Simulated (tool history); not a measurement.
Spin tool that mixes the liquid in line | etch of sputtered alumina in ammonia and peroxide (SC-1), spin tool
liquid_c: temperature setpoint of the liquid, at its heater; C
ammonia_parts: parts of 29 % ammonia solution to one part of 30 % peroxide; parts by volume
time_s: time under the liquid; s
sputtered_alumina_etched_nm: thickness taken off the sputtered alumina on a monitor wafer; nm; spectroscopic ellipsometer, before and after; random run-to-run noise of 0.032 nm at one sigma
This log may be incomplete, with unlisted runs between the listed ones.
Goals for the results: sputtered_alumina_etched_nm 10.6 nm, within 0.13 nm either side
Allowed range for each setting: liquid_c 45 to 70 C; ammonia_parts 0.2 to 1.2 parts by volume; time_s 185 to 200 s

run	hour	liquid_c	ammonia_parts	time_s	sputtered_alumina_etched_nm
1	0	61	0.85	185	16.944
2	3	61	0.65	185	16.48
3	4.7	58	0.65	185	14.129
4	8.4	58	0.65	185	14.077
5	12.1	58	0.65	200	15.302
6	21	56	0.65	200	13.758
7	24.5	54.5	0.65	200	12.631
8	30.6	50.5	0.65	200	10.243

Of the 5 settings listed for the next run, only one would bring every result within its allowed miss of target. Which one?
A	36.7	50.5	1.1	185	?
B	36.7	51	0.7	200	?
C	36.7	51.5	0.45	195	?
D	36.7	50	0.6	200	?
E	36.7	50	0.7	200	?

move	sputtered_alumina_etched_nm
A	9.9721
B	10.613
C	10.196
D	9.9008
E	10.047
A: misses by more than the last run did
B: all results in spec
C: misses by more than the last run did
D: misses by more than the last run did
E: misses by more than the last run did
So the answer is move B, the one that meets all the targets.
